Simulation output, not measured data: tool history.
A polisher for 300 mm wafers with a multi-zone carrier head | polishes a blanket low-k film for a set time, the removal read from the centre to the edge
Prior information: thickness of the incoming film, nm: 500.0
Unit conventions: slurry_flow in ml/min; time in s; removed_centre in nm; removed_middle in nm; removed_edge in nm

{"run": 1, "hour": 0.0, "slurry_flow": 320, "centre_zone": 1, "middle_zone": 1, "edge_zone": 1, "slurry_solids": 1, "time": 67, "removed_centre": 26.608, "removed_middle": 27.428, "removed_edge": 27.954}
{"run": 2, "hour": 2.7, "slurry_flow": 320, "centre_zone": 1, "middle_zone": 1.09, "edge_zone": 1, "slurry_solids": 1, "time": 67, "removed_centre": 27.243, "removed_middle": 29.529, "removed_edge": 27.922}
{"run": 3, "hour": 10.5, "slurry_flow": 320, "centre_zone": 0.95, "middle_zone": 1.09, "edge_zone": 1, "slurry_solids": 1, "time": 67, "removed_centre": 25.7, "removed_middle": 29.646, "removed_edge": 27.748}
{"run": 4, "hour": 18.1, "slurry_flow": 320, "centre_zone": 0.95, "middle_zone": 1.09, "edge_zone": 1, "slurry_solids": 1, "time": 51, "removed_centre": 20.284, "removed_middle": 22.883, "removed_edge": 21.315}
{"run": 5, "hour": 21.7, "slurry_flow": 350, "centre_zone": 0.95, "middle_zone": 1.09, "edge_zone": 1, "slurry_solids": 1, "time": 51, "removed_centre": 19.877, "removed_middle": 22.441, "removed_edge": 21.223}
{"run": 6, "hour": 30.0, "slurry_flow": 350, "centre_zone": 0.95, "middle_zone": 1.09, "edge_zone": 1, "slurry_solids": 0.9, "time": 51, "removed_centre": 19.168, "removed_middle": 21.198, "removed_edge": 20.224}

Run 7 has not been measured yet. What should we expect?
{"run": 7, "hour": 33.2, "slurry_flow": 355, "centre_zone": 0.97, "middle_zone": 1.09, "edge_zone": 1.02, "slurry_solids": 1, "time": 55, "removed_centre": "?", "removed_middle": "?", "removed_edge": "?"}

{"run 7": {"removed_centre": 21.741, "removed_middle": 24.327, "removed_edge": 23.151}}
